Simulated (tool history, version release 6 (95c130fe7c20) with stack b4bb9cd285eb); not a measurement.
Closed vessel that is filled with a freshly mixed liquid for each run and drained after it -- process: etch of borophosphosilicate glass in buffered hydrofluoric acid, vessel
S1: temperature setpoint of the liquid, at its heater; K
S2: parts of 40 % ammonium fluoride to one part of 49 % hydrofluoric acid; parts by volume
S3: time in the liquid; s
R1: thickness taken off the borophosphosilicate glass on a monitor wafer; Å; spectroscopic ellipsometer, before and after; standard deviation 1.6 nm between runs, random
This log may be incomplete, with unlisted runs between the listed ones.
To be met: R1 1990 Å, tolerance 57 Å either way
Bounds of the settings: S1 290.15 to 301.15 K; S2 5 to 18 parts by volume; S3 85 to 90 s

run  hour      S1  S2  S3      R1
  1     0  293.15  11  85  1369.3
  2   8.7  291.15  11  85  1227.2
  3  15.2  292.65  11  85  1323.2
  4  17.2  293.65  11  85  1400.9
  5  25.3  294.15  11  85  1423.3
  6  27.2  292.65  11  85  1305.2
  7  33.4  293.65  11  85  1387.2
  8    38  294.15  11  85  1435.9
  9  40.1  294.65  11  85  1463.3
 10  47.9  295.15  11  85  1505.4
 11  50.9  299.15  11  85  1878.8
 12  52.9  299.65  11  85  1931.5

Which single option among these 5 for the next run brings every result within its allowed miss of target? Just one does.
  A  54.9  297.65    11  90   ?
  B  54.9  301.15  12.5  85   ?
  C  54.9  293.65     8  85   ?
  D  54.9  300.15    11  85   ?
  E  54.9  298.15  11.5  90   ?

move      R1
   A  1839.2
   B  1845.8
   C  1867.5
   D  1984.9
   E  1808.6
A: misses by more than the last run did
B: misses by more than the last run did
C: misses by more than the last run did
D: all results in spec
E: misses by more than the last run did
Go with D: it meets all targets.

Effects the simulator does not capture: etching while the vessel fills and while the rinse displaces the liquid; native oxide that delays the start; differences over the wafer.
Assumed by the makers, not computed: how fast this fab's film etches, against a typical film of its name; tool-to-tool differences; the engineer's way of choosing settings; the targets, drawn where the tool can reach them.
